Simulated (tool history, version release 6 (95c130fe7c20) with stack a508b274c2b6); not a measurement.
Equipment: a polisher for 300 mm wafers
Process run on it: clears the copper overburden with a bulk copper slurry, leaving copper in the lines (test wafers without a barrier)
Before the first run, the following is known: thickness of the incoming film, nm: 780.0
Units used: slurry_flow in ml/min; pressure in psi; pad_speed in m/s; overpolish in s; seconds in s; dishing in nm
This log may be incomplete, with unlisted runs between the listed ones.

{"run": 1, "hour": 0.0, "slurry_flow": 205, "pressure": 3.3, "pad_speed": 0.96, "slurry_solids": 1.0, "overpolish": 27, "seconds": 92.295, "dishing": 106.3}
{"run": 2, "hour": 2.1, "slurry_flow": 205, "pressure": 3.1, "pad_speed": 1.04, "slurry_solids": 1.0, "overpolish": 24, "seconds": 91.901, "dishing": 94.716}
{"run": 3, "hour": 4.9, "slurry_flow": 205, "pressure": 3.1, "pad_speed": 1.08, "slurry_solids": 1.0, "overpolish": 22, "seconds": 86.536, "dishing": 93.314}
{"run": 4, "hour": 12.0, "slurry_flow": 205, "pressure": 3.1, "pad_speed": 1.08, "slurry_solids": 0.9, "overpolish": 22, "seconds": 90.123, "dishing": 92.006}
{"run": 5, "hour": 18.8, "slurry_flow": 205, "pressure": 3.0, "pad_speed": 1.12, "slurry_solids": 0.9, "overpolish": 20, "seconds": 90.453, "dishing": 87.175}
{"run": 6, "hour": 25.3, "slurry_flow": 205, "pressure": 2.3, "pad_speed": 1.12, "slurry_solids": 0.9, "overpolish": 20, "seconds": 116.54, "dishing": 76.211}
{"run": 7, "hour": 28.0, "slurry_flow": 215, "pressure": 2.5, "pad_speed": 1.4, "slurry_solids": 0.95, "overpolish": 8, "seconds": 87.184, "dishing": 47.494}
{"run": 8, "hour": 29.2, "slurry_flow": 215, "pressure": 2.6, "pad_speed": 1.38, "slurry_solids": 0.95, "overpolish": 9, "seconds": 86.455, "dishing": 55.757}

For run 9, what comes out?
{"run": 9, "hour": 34.3, "slurry_flow": 215, "pressure": 2.7, "pad_speed": 1.38, "slurry_solids": 0.95, "overpolish": 9, "seconds": "?", "dishing": "?"}

seconds: 79.228 s
dishing: 55.704 nm
